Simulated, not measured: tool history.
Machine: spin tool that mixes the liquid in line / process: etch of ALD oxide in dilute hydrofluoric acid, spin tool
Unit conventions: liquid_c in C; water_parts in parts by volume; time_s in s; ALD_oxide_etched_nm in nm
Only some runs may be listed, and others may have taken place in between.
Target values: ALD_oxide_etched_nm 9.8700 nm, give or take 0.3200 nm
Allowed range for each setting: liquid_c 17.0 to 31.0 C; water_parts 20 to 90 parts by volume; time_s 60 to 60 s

run,hour,liquid_c,water_parts,time_s,ALD_oxide_etched_nm
1,0.0,23.0,50,60,16.3440
2,2.5,23.0,50,60,16.3060
3,3.5,22.0,50,60,15.7160
4,9.6,23.5,50,60,16.9920
# hour 18.3: hydrofluoric acid flow meter replaced
5,18.3,22.5,50,60,14.2000
6,26.9,21.0,50,60,13.2990
7,33.6,20.5,50,60,13.1530
8,42.0,20.0,50,60,12.7210

4 candidate next runs follow, results not yet known. Just one meets every target within its allowed miss. Identify it.
A,50.4,17.5,55,60,?
B,50.4,24.5,70,60,?
C,50.4,20.5,60,60,?
D,50.4,24.0,75,60,?

move,ALD_oxide_etched_nm
A,10.3390
B,10.6860
C,10.7070
D,9.7115
A: gains on the last run, yet a result remains outside its allowed miss
B: gains on the last run, yet a result remains outside its allowed miss
C: gains on the last run, yet a result remains outside its allowed miss
D: meets every target
Answer: D
